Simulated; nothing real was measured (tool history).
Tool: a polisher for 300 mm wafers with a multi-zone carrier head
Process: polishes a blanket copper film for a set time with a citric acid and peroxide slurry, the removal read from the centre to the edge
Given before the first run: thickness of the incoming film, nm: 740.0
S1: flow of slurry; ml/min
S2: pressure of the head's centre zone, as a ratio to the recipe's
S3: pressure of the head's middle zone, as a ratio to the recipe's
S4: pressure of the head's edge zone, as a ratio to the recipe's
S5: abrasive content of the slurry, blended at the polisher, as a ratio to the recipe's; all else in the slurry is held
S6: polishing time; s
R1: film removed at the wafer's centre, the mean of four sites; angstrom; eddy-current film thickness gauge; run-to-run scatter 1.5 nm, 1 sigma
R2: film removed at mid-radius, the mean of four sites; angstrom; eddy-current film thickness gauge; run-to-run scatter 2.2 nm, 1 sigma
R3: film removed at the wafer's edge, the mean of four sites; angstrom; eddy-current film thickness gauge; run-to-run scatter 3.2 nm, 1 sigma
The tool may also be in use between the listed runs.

run,hour,S1,S2,S3,S4,S5,S6,R1,R2,R3
1,0.0,245,1.00,1.00,1.00,1.00,47,1612.3,1724.6,1667.0
2,2.2,250,1.02,0.99,1.02,1.05,47,1655.1,1658.2,1703.0
3,10.6,255,1.03,1.00,1.04,1.10,48,1730.8,1775.2,1768.6
4,16.3,255,0.99,1.00,1.04,1.10,48,1665.3,1791.1,1817.7
5,21.6,260,1.01,1.00,1.05,1.15,48,1700.9,1792.5,1829.3
6,22.7,265,1.03,1.00,1.06,1.20,48,1783.8,1854.4,1797.8
7,23.4,260,1.04,0.98,1.07,1.25,49,1832.3,1849.0,1882.1
8,30.4,260,1.05,0.97,1.08,1.30,50,1940.0,1881.0,1936.8
9,34.8,260,1.05,0.96,1.09,1.30,50,1931.5,1804.3,1968.9
10,39.1,265,1.06,0.96,1.10,1.30,50,1929.3,1892.3,1944.3
11,40.2,265,1.06,0.95,1.10,1.30,51,1970.8,1867.8,2001.9

Forecast run 12:
12,44.0,265,1.07,0.94,1.11,1.30,51,?,?,?

R1: 1969.1 angstrom
R2: 1882.2 angstrom
R3: 2057.0 angstrom

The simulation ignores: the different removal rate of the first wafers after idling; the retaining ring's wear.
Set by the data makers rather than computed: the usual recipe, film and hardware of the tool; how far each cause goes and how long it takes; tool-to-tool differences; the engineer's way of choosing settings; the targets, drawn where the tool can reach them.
